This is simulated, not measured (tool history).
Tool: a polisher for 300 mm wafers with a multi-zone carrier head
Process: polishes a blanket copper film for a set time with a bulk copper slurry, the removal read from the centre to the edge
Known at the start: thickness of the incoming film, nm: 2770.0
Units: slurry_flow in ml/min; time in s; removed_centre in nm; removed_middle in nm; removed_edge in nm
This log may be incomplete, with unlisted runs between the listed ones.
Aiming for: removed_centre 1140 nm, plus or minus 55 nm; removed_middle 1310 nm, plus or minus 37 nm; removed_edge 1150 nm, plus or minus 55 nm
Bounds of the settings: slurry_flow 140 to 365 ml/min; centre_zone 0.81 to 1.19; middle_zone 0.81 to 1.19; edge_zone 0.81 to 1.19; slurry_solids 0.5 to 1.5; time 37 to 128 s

Run 1, hour 0: slurry_flow 235 ml/min, centre_zone 1, middle_zone 1, edge_zone 1, slurry_solids 1, time 82 s. Result: removed_centre 1025.5 nm, removed_middle 981.08 nm, removed_edge 1022.8 nm.
Run 2, hour 5.7: slurry_flow 245 ml/min, centre_zone 1, middle_zone 1.05, edge_zone 1, slurry_solids 1.05, time 83 s. Result: removed_centre 1024.4 nm, removed_middle 1052.2 nm, removed_edge 1000.6 nm.
Run 3, hour 11.6: slurry_flow 245 ml/min, centre_zone 1, middle_zone 1.06, edge_zone 1.02, slurry_solids 1.15, time 85 s. Result: removed_centre 1077.9 nm, removed_middle 1106.8 nm, removed_edge 1077.4 nm.
Run 4, hour 18.7: slurry_flow 245 ml/min, centre_zone 1, middle_zone 1.06, edge_zone 1.02, slurry_solids 1.15, time 70 s. Result: removed_centre 877.9 nm, removed_middle 906.65 nm, removed_edge 877.04 nm.
Run 5, hour 24.9: slurry_flow 250 ml/min, centre_zone 1, middle_zone 1.09, edge_zone 1.04, slurry_solids 1.25, time 74 s. Result: removed_centre 949.66 nm, removed_middle 1001.4 nm, removed_edge 951.88 nm.
Run 6, hour 31: slurry_flow 250 ml/min, centre_zone 1, middle_zone 1.03, edge_zone 1.04, slurry_solids 1.25, time 74 s. Result: removed_centre 970.75 nm, removed_middle 951.72 nm, removed_edge 953.37 nm.
Run 7, hour 34.9: slurry_flow 255 ml/min, centre_zone 1, middle_zone 1.07, edge_zone 1.05, slurry_solids 1.3, time 77 s. Result: removed_centre 996.32 nm, removed_middle 1033.1 nm, removed_edge 990.36 nm.
At hour 38.7: slurry nozzle cleaned.
Run 8, hour 38.7: slurry_flow 255 ml/min, centre_zone 1, middle_zone 1.09, edge_zone 1.06, slurry_solids 1.35, time 79 s. Result: removed_centre 1062.3 nm, removed_middle 1104.5 nm, removed_edge 1055.1 nm.
Run 9, hour 44.3: slurry_flow 260 ml/min, centre_zone 1, middle_zone 1.11, edge_zone 1.07, slurry_solids 1.4, time 80 s. Result: removed_centre 1079.9 nm, removed_middle 1164.1 nm, removed_edge 1077.6 nm.
Run 10, hour 49.9: slurry_flow 265 ml/min, centre_zone 1, middle_zone 1.13, edge_zone 1.08, slurry_solids 1.4, time 80 s. Result: removed_centre 1076.3 nm, removed_middle 1166.9 nm, removed_edge 1079.7 nm.
Run 11, hour 50.9: slurry_flow 265 ml/min, centre_zone 1, middle_zone 1.14, edge_zone 1.08, slurry_solids 1.4, time 81 s. Result: removed_centre 1118.2 nm, removed_middle 1178.7 nm, removed_edge 1089.1 nm.
Run 12, hour 59.4: slurry_flow 265 ml/min, centre_zone 0.99, middle_zone 1.15, edge_zone 1.08, slurry_solids 1.4, time 82 s. Result: removed_centre 1092.6 nm, removed_middle 1206.3 nm, removed_edge 1134.2 nm.
Run 13, hour 63.6: slurry_flow 270 ml/min, centre_zone 0.99, middle_zone 1.16, edge_zone 1.07, slurry_solids 1.4, time 82 s. Result: removed_centre 1105 nm, removed_middle 1232.9 nm, removed_edge 1128.2 nm.
Run 14, hour 68.3: slurry_flow 275 ml/min, centre_zone 0.99, middle_zone 1.17, edge_zone 1.06, slurry_solids 1.4, time 82 s. Result: removed_centre 1096.6 nm, removed_middle 1241.9 nm, removed_edge 1110 nm.

Pick the move, out of 5, that brings all results within their allowed miss; only one does.
Run A, hour 73: slurry_flow 195 ml/min, centre_zone 0.98, middle_zone 1.02, edge_zone 1.19, slurry_solids 1.5, time 88 s. Result: removed_centre ?, removed_middle ?, removed_edge ?.
Run B, hour 73: slurry_flow 215 ml/min, centre_zone 1.01, middle_zone 1.19, edge_zone 1.05, slurry_solids 1.35, time 87 s. Result: removed_centre ?, removed_middle ?, removed_edge ?.
Run C, hour 73: slurry_flow 240 ml/min, centre_zone 0.93, middle_zone 1.13, edge_zone 1.14, slurry_solids 1.45, time 82 s. Result: removed_centre ?, removed_middle ?, removed_edge ?.
Run D, hour 73: slurry_flow 350 ml/min, centre_zone 0.89, middle_zone 1.19, edge_zone 1.01, slurry_solids 1.2, time 82 s. Result: removed_centre ?, removed_middle ?, removed_edge ?.
Run E, hour 73: slurry_flow 265 ml/min, centre_zone 1.07, middle_zone 1.06, edge_zone 1.01, slurry_solids 1.3, time 81 s. Result: removed_centre ?, removed_middle ?, removed_edge ?.

move  removed_centre  removed_middle  removed_edge
   A          1153.4          1149.2        1247.5
   B          1173.3          1290.9          1146
   C          1041.9          1190.5          1149
   D          1007.9          1253.9        1079.1
   E          1178.9          1105.9        1060.2
A: the biggest miss grows against the last run
B: meets every target
C: the biggest miss grows against the last run
D: the biggest miss grows against the last run
E: the biggest miss grows against the last run
B is the move that brings every result within its allowed miss.

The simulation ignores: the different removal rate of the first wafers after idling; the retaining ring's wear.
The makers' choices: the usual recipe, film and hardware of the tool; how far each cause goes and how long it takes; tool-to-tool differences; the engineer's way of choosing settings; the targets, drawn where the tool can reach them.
